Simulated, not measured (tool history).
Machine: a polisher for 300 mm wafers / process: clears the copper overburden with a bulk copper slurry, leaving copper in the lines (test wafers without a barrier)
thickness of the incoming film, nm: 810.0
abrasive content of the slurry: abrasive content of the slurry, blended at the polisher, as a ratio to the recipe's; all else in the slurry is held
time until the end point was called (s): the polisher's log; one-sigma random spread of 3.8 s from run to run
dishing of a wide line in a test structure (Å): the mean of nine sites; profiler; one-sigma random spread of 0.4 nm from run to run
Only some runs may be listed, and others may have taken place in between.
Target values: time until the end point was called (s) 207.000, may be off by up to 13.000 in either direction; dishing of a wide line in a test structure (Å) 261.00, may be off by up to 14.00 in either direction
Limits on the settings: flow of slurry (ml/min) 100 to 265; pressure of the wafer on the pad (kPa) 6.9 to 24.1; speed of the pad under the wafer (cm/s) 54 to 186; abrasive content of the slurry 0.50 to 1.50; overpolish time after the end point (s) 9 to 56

run,hour,flow of slurry (ml/min),pressure of the wafer on the pad (kPa),speed of the pad under the wafer (cm/s),abrasive content of the slurry,overpolish time after the end point (s),time until the end point was called (s),dishing of a wide line in a test structure (Å)
1,0.0,170,15.2,118,1.00,29,105.650,1011.80
2,2.8,170,15.2,134,1.00,29,93.754,1067.30
3,8.2,135,15.2,134,1.00,29,102.010,1008.00
4,17.3,125,13.1,126,0.90,24,130.300,805.90
5,21.4,125,13.1,126,1.00,24,124.740,829.36
6,29.9,120,11.7,122,0.85,20,150.470,637.33
7,34.1,155,10.3,112,0.75,17,173.760,503.83
8,36.6,185,9.7,108,0.70,15,189.700,445.35
9,44.7,205,9.0,108,0.65,13,206.550,357.64

Pick the move, out of 4, that brings all results within their allowed miss; only one does.
A,52.8,250,7.6,142,0.50,9,?,?
B,52.8,160,9.0,124,0.75,9,?,?
C,52.8,200,10.3,102,0.75,9,?,?
D,52.8,210,11.0,98,0.60,9,?,?

move,time until the end point was called (s),dishing of a wide line in a test structure (Å)
A,210.400,253.55
B,191.770,277.85
C,186.620,287.48
D,189.500,285.07
A: meets every target
B: closes in on the targets versus the last run, not all within tolerance yet
C: closes in on the targets versus the last run, not all within tolerance yet
D: closes in on the targets versus the last run, not all within tolerance yet
The right move is A.
